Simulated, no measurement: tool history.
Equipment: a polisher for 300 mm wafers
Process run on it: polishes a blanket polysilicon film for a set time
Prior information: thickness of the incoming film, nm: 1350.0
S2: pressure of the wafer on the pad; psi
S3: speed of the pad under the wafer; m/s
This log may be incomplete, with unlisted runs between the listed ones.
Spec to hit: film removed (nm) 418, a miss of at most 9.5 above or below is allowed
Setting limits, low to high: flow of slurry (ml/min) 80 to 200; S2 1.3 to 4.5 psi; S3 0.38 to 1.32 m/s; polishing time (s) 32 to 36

{"run": 1, "hour": 0.0, "flow of slurry (ml/min)": 130, "S2": 2.9, "S3": 0.84, "polishing time (s)": 36, "film removed (nm)": 232.26}
{"run": 2, "hour": 5.4, "flow of slurry (ml/min)": 150, "S2": 2.9, "S3": 0.84, "polishing time (s)": 36, "film removed (nm)": 238.74}
{"run": 3, "hour": 10.3, "flow of slurry (ml/min)": 150, "S2": 2.9, "S3": 0.84, "polishing time (s)": 32, "film removed (nm)": 213.16}
{"run": 4, "hour": 13.7, "flow of slurry (ml/min)": 150, "S2": 2.9, "S3": 1, "polishing time (s)": 32, "film removed (nm)": 247.1}
{"run": 5, "hour": 19.9, "flow of slurry (ml/min)": 150, "S2": 3.1, "S3": 1, "polishing time (s)": 32, "film removed (nm)": 266.29}
{"run": 6, "hour": 22.5, "flow of slurry (ml/min)": 150, "S2": 3.8, "S3": 1, "polishing time (s)": 32, "film removed (nm)": 322.84}
{"run": 7, "hour": 25.8, "flow of slurry (ml/min)": 150, "S2": 3.9, "S3": 1, "polishing time (s)": 32, "film removed (nm)": 329.99}
{"run": 8, "hour": 34.5, "flow of slurry (ml/min)": 150, "S2": 4, "S3": 1.02, "polishing time (s)": 32, "film removed (nm)": 340.09}
{"run": 9, "hour": 41.0, "flow of slurry (ml/min)": 185, "S2": 4.5, "S3": 1.02, "polishing time (s)": 32, "film removed (nm)": 394.93}

4 candidate next runs follow, results not yet known. Just one meets every target within its allowed miss. Identify it.
{"run": "A", "hour": 47.5, "flow of slurry (ml/min)": 190, "S2": 4.5, "S3": 1.04, "polishing time (s)": 32, "film removed (nm)": "?"}
{"run": "B", "hour": 47.5, "flow of slurry (ml/min)": 195, "S2": 4.5, "S3": 0.96, "polishing time (s)": 33, "film removed (nm)": "?"}
{"run": "C", "hour": 47.5, "flow of slurry (ml/min)": 195, "S2": 4.3, "S3": 1.06, "polishing time (s)": 32, "film removed (nm)": "?"}
{"run": "D", "hour": 47.5, "flow of slurry (ml/min)": 185, "S2": 4.4, "S3": 1, "polishing time (s)": 35, "film removed (nm)": "?"}

move=A film_removed_(nm)=400.95
move=B film_removed_(nm)=386.94
move=C film_removed_(nm)=391.17
move=D film_removed_(nm)=413.17
A: better than the last run, though not everything is in spec
B: misses by more than the last run did
C: misses by more than the last run did
D: hits every target within its allowed miss
The move that meets every target is D.
